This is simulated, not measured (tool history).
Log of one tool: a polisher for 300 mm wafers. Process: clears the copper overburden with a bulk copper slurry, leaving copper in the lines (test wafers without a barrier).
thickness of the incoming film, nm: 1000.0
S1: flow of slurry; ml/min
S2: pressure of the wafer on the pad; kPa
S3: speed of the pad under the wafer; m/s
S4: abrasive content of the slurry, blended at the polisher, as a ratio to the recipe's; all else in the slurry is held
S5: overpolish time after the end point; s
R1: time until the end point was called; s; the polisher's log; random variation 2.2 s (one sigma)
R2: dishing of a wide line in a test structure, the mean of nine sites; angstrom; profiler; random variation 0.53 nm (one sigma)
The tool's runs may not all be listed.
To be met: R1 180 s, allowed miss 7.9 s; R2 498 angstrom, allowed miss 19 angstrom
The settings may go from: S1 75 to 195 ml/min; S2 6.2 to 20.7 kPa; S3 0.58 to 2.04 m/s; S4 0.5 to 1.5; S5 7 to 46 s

| run | day | S1 | S2 | S3 | S4 | S5 | R1 | R2 |
|---|---|---|---|---|---|---|---|---|
| 1 | 0 | 125 | 13.1 | 1.3 | 1 | 24 | 133.1 | 630.12 |
| 2 | 0.154 | 125 | 13.1 | 1.3 | 1 | 15 | 134.85 | 514.52 |
| 3 | 0.438 | 125 | 11.7 | 1.3 | 1 | 15 | 149.73 | 478.89 |
| 4 | 0.688 | 125 | 11.7 | 1.3 | 1.2 | 15 | 141.47 | 489.91 |
| 5 | 0.917 | 125 | 11.7 | 1.3 | 1.2 | 16 | 144.2 | 507.65 |
| 6 | 0.988 | 125 | 11.7 | 1.3 | 1.2 | 17 | 140.63 | 530.42 |
| 7 | 1.325 | 115 | 10.3 | 1.28 | 1.25 | 19 | 163.87 | 518.04 |
| 8 | 1.396 | 95 | 9.7 | 1.28 | 1.25 | 18 | 186.46 | 462.09 |

4 next moves are on the table. One of them brings every result within its allowed miss. Which?
| A | 1.467 | 110 | 8.3 | 1.3 | 1.25 | 20 | ? | ? |
| B | 1.467 | 85 | 10.3 | 1.12 | 1.2 | 19 | ? | ? |
| C | 1.467 | 75 | 10.3 | 1.1 | 1.5 | 23 | ? | ? |
| D | 1.467 | 105 | 9 | 1.36 | 1.25 | 21 | ? | ? |

| move | R1 | R2 |
|---|---|---|
| A | 206.43 | 460 |
| B | 208.56 | 458.31 |
| C | 207.29 | 508.6 |
| D | 185.19 | 503.13 |
A: further off than the last run
B: further off than the last run
C: brings the result that was furthest off to its target, and leaves another outside
D: meets every target
The right move is D.
